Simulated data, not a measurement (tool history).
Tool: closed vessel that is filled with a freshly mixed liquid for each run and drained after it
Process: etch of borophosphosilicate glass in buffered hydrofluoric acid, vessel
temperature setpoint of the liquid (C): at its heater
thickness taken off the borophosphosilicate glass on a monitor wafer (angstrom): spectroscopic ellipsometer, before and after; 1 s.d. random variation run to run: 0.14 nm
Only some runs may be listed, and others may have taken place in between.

run	day	temperature setpoint of the liquid (C)	parts of 40 % ammonium fluoride to one part of 49 % hydrofluoric acid (parts by volume)	time in the liquid (s)	thickness taken off the borophosphosilicate glass on a monitor wafer (angstrom)
1	0.000	21.0	16.5	35	206.23
2	0.125	20.0	16.5	35	198.74
3	0.317	20.0	12.0	35	271.49
4	0.688	20.0	12.0	35	268.97
5	0.729	23.0	12.0	35	320.01
6	0.788	25.5	12.0	35	368.70
7	1.042	24.5	12.5	35	331.48

Run 8, settings as shown, results not yet in. Your forecast:
8	1.138	20.5	15.0	35	?

{"run 8": {"thickness taken off the borophosphosilicate glass on a monitor wafer (angstrom)": 224.28}}

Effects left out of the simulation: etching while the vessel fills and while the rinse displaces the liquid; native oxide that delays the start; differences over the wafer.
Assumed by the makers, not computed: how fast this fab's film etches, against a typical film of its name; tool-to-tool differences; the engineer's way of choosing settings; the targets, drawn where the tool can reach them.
